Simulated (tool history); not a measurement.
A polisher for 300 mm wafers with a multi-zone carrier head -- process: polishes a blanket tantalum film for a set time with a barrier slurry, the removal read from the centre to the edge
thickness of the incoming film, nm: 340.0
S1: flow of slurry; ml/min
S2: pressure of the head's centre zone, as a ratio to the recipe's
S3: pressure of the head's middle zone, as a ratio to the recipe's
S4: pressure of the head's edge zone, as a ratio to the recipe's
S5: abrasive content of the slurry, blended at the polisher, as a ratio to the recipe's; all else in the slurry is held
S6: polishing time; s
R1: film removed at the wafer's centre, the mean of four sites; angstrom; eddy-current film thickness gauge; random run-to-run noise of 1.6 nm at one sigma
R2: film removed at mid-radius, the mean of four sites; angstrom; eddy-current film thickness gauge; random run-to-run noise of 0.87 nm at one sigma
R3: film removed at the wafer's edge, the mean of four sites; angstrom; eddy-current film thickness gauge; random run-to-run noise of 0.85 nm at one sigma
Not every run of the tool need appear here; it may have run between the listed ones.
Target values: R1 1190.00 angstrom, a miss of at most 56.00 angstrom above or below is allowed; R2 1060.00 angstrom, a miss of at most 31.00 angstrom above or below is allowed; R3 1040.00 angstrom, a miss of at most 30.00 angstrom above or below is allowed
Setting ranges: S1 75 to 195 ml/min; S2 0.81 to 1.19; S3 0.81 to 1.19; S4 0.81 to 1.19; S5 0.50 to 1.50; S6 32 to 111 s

run	hour	S1	S2	S3	S4	S5	S6	R1	R2	R3
1	0.0	125	1.00	1.00	1.00	1.00	71	840.34	841.90	821.78
2	6.4	125	1.04	1.00	1.00	1.00	71	882.20	835.23	835.10
3	8.1	135	1.06	1.02	1.03	1.05	71	912.87	850.85	858.67
4	11.3	135	1.06	1.02	1.03	1.05	55	705.45	664.03	665.05
5	14.6	160	1.06	1.02	1.03	1.05	55	733.15	689.43	678.15
6	22.1	160	1.06	1.02	1.03	1.20	55	768.03	718.98	698.28
7	27.0	160	1.07	1.03	1.05	1.25	59	823.12	778.07	764.00
8	30.2	165	1.09	1.04	1.06	1.30	62	908.68	827.59	818.48
9	38.6	170	1.10	1.06	1.08	1.35	64	970.81	879.47	862.36
10	45.1	170	1.11	1.07	1.09	1.40	66	987.48	928.33	890.46
11	46.9	175	1.12	1.07	1.10	1.40	67	988.94	935.31	915.15
12	53.3	175	1.13	1.07	1.09	1.40	69	1037.10	953.77	930.88
13	59.0	175	1.14	1.07	1.09	1.40	70	1074.10	962.05	956.08
14	63.0	175	1.15	1.08	1.09	1.40	71	1113.90	992.56	969.43
15	65.4	175	1.16	1.08	1.10	1.40	71	1117.50	979.81	987.26

Pick the move, out of 4, that brings all results within their allowed miss; only one does.
A	67.8	160	1.12	1.11	1.01	1.45	75	?	?	?
B	67.8	195	1.16	1.07	1.09	0.95	80	?	?	?
C	67.8	145	1.19	0.92	1.19	1.40	76	?	?	?
D	67.8	185	1.19	0.94	1.08	1.50	74	?	?	?

move	R1	R2	R3
A	1116.60	1053.80	974.82
B	1190.00	1053.90	1027.70
C	1166.40	916.41	1049.10
D	1206.70	956.54	1017.60
A: the worst result of the last run now meets its target, but another is out of spec
B: each result inside its tolerance
C: lands further from the targets than the last run did
D: lands further from the targets than the last run did
So the answer is move B, the one that meets all the targets.

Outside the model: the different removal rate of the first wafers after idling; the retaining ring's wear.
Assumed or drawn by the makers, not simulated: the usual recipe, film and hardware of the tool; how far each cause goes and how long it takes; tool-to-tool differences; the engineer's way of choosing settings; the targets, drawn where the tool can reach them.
